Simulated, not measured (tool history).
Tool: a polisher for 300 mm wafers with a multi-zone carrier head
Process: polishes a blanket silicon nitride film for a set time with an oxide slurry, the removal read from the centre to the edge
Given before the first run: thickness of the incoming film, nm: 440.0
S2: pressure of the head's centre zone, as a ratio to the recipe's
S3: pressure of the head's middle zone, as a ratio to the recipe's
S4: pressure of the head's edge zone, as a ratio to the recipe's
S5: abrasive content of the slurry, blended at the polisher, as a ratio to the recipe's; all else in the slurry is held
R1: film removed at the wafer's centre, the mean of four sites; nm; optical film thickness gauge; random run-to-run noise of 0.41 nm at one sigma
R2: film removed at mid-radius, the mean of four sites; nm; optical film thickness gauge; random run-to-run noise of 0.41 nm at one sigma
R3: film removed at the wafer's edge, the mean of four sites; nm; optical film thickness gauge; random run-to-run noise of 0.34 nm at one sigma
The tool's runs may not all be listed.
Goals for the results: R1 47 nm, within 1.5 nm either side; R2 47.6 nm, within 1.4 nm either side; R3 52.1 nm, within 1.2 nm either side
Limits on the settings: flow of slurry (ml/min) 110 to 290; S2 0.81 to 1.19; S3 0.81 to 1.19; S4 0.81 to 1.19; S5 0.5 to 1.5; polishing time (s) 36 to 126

Run 1, hour 0: flow of slurry (ml/min) 185, S2 1, S3 1, S4 1, S5 1, polishing time (s) 81. Result: R1 39.103 nm, R2 38.271 nm, R3 38.602 nm.
Run 2, hour 2.9: flow of slurry (ml/min) 195, S2 0.99, S3 1, S4 1.03, S5 1.05, polishing time (s) 81. Result: R1 40.148 nm, R2 39.267 nm, R3 39.686 nm.
Run 3, hour 6.8: flow of slurry (ml/min) 185, S2 0.97, S3 0.99, S4 1.05, S5 1.15, polishing time (s) 82. Result: R1 41.212 nm, R2 40.924 nm, R3 41.658 nm.
Run 4, hour 12.2: flow of slurry (ml/min) 185, S2 0.95, S3 0.98, S4 1.07, S5 1.2, polishing time (s) 83. Result: R1 41.559 nm, R2 41.507 nm, R3 43.497 nm.
Run 5, hour 14.8: flow of slurry (ml/min) 190, S2 0.94, S3 0.98, S4 1.09, S5 1.25, polishing time (s) 83. Result: R1 41.959 nm, R2 42.13 nm, R3 44.802 nm.
Run 6, hour 19.6: flow of slurry (ml/min) 200, S2 0.94, S3 0.99, S4 1.11, S5 1.3, polishing time (s) 83. Result: R1 42.617 nm, R2 43.138 nm, R3 45.89 nm.
Run 7, hour 22.6: flow of slurry (ml/min) 200, S2 0.94, S3 0.99, S4 1.11, S5 1.3, polishing time (s) 83. Result: R1 43.448 nm, R2 43.227 nm, R3 45.89 nm.
Run 8, hour 31.5: flow of slurry (ml/min) 205, S2 0.93, S3 0.99, S4 1.12, S5 1.35, polishing time (s) 83. Result: R1 42.907 nm, R2 45.007 nm, R3 47.091 nm.
Run 9, hour 37.9: flow of slurry (ml/min) 210, S2 0.93, S3 0.98, S4 1.13, S5 1.4, polishing time (s) 83. Result: R1 43.142 nm, R2 44.639 nm, R3 46.993 nm.
Run 10, hour 43.6: flow of slurry (ml/min) 205, S2 0.93, S3 0.98, S4 1.14, S5 1.4, polishing time (s) 84. Result: R1 44.597 nm, R2 45.206 nm, R3 48.737 nm.
Run 11, hour 49.7: flow of slurry (ml/min) 230, S2 0.94, S3 0.99, S4 1.19, S5 1.45, polishing time (s) 84. Result: R1 46.145 nm, R2 46.342 nm, R3 49.961 nm.

Which single option among these 5 for the next run brings every result within its allowed miss of target? Just one does.
Run A, hour 55.8: flow of slurry (ml/min) 245, S2 0.97, S3 1.01, S4 1.12, S5 1.35, polishing time (s) 85. Result: R1 ?, R2 ?, R3 ?.
Run B, hour 55.8: flow of slurry (ml/min) 220, S2 0.95, S3 0.93, S4 1.16, S5 1.4, polishing time (s) 86. Result: R1 ?, R2 ?, R3 ?.
Run C, hour 55.8: flow of slurry (ml/min) 210, S2 0.86, S3 1.11, S4 1.13, S5 1.45, polishing time (s) 85. Result: R1 ?, R2 ?, R3 ?.
Run D, hour 55.8: flow of slurry (ml/min) 280, S2 0.92, S3 0.97, S4 1.18, S5 1.45, polishing time (s) 86. Result: R1 ?, R2 ?, R3 ?.
Run E, hour 55.8: flow of slurry (ml/min) 255, S2 0.86, S3 0.91, S4 1.1, S5 1.45, polishing time (s) 84. Result: R1 ?, R2 ?, R3 ?.

move      R1      R2      R3
   A  47.535  47.371  48.579
   B    47.2  44.785  50.185
   C  43.097  51.807  49.338
   D  47.805  48.191  52.163
   E  43.552  44.226  49.104
A: the biggest miss grows against the last run
B: the biggest miss grows against the last run
C: the biggest miss grows against the last run
D: every result lands within tolerance
E: the biggest miss grows against the last run
Answer: D
